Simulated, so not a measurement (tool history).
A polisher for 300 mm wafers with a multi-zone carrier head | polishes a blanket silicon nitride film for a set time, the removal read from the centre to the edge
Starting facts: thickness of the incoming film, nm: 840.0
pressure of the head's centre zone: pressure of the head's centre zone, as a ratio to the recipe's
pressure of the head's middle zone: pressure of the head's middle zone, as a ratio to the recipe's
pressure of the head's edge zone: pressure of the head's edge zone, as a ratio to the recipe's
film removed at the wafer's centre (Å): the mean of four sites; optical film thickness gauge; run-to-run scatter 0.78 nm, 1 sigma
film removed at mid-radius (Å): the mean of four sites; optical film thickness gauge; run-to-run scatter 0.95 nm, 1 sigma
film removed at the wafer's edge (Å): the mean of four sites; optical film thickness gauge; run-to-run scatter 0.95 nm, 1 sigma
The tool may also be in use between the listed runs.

run	hour	flow of slurry (ml/min)	pressure of the head's centre zone	pressure of the head's middle zone	pressure of the head's edge zone	polishing time (s)	film removed at the wafer's centre (Å)	film removed at mid-radius (Å)	film removed at the wafer's edge (Å)
1	0	250	1	1	1	63	1433.6	1424.2	1464.9
2	4.6	245	0.99	0.98	0.97	55	1219.7	1208.9	1233.8
3	11.6	245	0.91	0.98	0.97	55	1102.8	1217.5	1210.6
4	15.3	245	0.91	0.98	1.01	55	1115.6	1210	1266.6
5	16.2	240	0.91	0.94	0.97	50	1006.5	1054.7	1129.4
6	23.5	240	0.92	0.93	0.94	46	945.62	972.88	1021.6
7	28.9	240	0.92	0.91	0.91	44	888.17	913.69	974.47
8	35.4	240	0.93	0.91	0.89	42	872.07	894.51	915.81
9	39.5	240	0.93	0.89	0.87	41	846.63	824.17	879.98
10	46.5	240	0.93	0.89	0.86	40	816.07	822.3	861.22

What will run 11 give?
11	54.5	240	0.93	0.89	0.86	40	?	?	?

{"run 11": {"film removed at the wafer's centre (Å)": 835.43, "film removed at mid-radius (Å)": 804.88, "film removed at the wafer's edge (Å)": 871.03}}
